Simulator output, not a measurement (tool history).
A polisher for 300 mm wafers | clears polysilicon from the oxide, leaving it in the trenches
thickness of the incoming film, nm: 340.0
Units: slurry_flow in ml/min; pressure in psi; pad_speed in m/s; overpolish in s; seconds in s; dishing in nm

run,hour,slurry_flow,pressure,pad_speed,overpolish,seconds,dishing
1,0,270,2.1,0.92,18,42.208,52.075
2,7.5,215,2.1,0.92,18,43.318,51.915
3,16,215,1.9,0.88,20,49.399,53.072
4,18.5,215,1.7,0.84,20,56.603,51.907
5,19.5,215,1.7,0.68,20,67.982,46.207
6,27.9,165,1.7,0.68,20,69.63,45.898
7,33.5,165,1.6,0.68,21,76.165,47.746
8,37.7,165,1.6,0.68,21,76.048,46.703
# hour 43.9: worn pad replaced by a new one
9,43.9,165,1.5,0.68,22,68.555,50.505

The next listed run, before its measurement:
10,46.1,165,1.4,0.66,22,?,?

seconds: 75.832 s
dishing: 45.788 nm
